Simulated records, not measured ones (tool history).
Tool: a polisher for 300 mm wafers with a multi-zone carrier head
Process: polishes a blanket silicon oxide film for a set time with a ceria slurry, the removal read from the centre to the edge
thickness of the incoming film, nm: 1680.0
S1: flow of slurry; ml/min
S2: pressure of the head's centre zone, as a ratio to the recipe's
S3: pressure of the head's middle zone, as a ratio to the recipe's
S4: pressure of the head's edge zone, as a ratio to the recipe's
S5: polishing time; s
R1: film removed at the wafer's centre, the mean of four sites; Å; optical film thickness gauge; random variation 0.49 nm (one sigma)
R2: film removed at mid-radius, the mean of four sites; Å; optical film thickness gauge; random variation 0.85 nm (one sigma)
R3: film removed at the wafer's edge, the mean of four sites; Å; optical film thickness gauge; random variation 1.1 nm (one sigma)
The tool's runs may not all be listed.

run 1 hour=0 | S1=255 S2=1 S3=1 S4=1 S5=48 | R1=1398.8 R2=1360.5 R3=1455.9
run 2 hour=7.2 | S1=255 S2=1.07 S3=1 S4=1 S5=48 | R1=1494 R2=1349.2 R3=1461.7
run 3 hour=13 | S1=255 S2=1.07 S3=1 S4=1.03 S5=48 | R1=1492.5 R2=1365.9 R3=1510
run 4 hour=20.4 | S1=255 S2=1.07 S3=1 S4=0.96 S5=48 | R1=1471 R2=1361.5 R3=1441.7
run 5 hour=23.9 | S1=255 S2=1.07 S3=0.93 S4=0.96 S5=48 | R1=1490.7 R2=1288.2 R3=1466.3
run 6 hour=32.7 | S1=240 S2=1 S3=0.91 S4=0.95 S5=42 | R1=1213.5 R2=1101.7 R3=1245.2
run 7 hour=39.5 | S1=185 S2=0.9 S3=0.84 S4=0.98 S5=28 | R1=707.93 R2=660.85 R3=849.16

The next listed run, before its measurement:
run 8 hour=41.4 | S1=210 S2=0.9 S3=0.87 S4=0.99 S5=28 | R1=? R2=? R3=?

{"run 8": {"R1": 714.58, "R2": 695.15, "R3": 850.45}}
